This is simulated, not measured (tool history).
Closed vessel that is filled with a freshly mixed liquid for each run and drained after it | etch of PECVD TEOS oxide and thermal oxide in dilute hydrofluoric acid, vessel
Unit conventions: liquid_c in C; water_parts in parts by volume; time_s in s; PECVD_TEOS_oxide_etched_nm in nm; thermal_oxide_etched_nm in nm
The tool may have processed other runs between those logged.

| run | hour | liquid_c | water_parts | time_s | PECVD_TEOS_oxide_etched_nm | thermal_oxide_etched_nm |
|---|---|---|---|---|---|---|
| 1 | 0.0 | 21.0 | 270 | 550 | 32.091 | 6.4615 |
| 2 | 6.3 | 20.0 | 315 | 550 | 25.370 | 5.1265 |
| 3 | 11.2 | 19.5 | 350 | 540 | 21.417 | 4.2821 |
| 4 | 17.7 | 19.5 | 440 | 540 | 15.808 | 3.1851 |
| 5 | 25.9 | 19.5 | 440 | 410 | 11.963 | 2.4256 |
| 6 | 28.4 | 19.5 | 440 | 575 | 16.742 | 3.3943 |
| 7 | 32.1 | 19.0 | 450 | 550 | 15.271 | 3.0993 |
| 8 | 38.9 | 18.5 | 455 | 525 | 14.157 | 2.8555 |
| 9 | 47.2 | 18.0 | 460 | 505 | 13.176 | 2.6515 |
| 10 | 48.6 | 18.0 | 465 | 485 | 12.541 | 2.5169 |

The next listed run, before its measurement:
| 11 | 49.7 | 18.0 | 470 | 470 | ? | ? |

Run 11 measured PECVD_TEOS_oxide_etched_nm 11.926 nm, thermal_oxide_etched_nm 2.3961 nm.

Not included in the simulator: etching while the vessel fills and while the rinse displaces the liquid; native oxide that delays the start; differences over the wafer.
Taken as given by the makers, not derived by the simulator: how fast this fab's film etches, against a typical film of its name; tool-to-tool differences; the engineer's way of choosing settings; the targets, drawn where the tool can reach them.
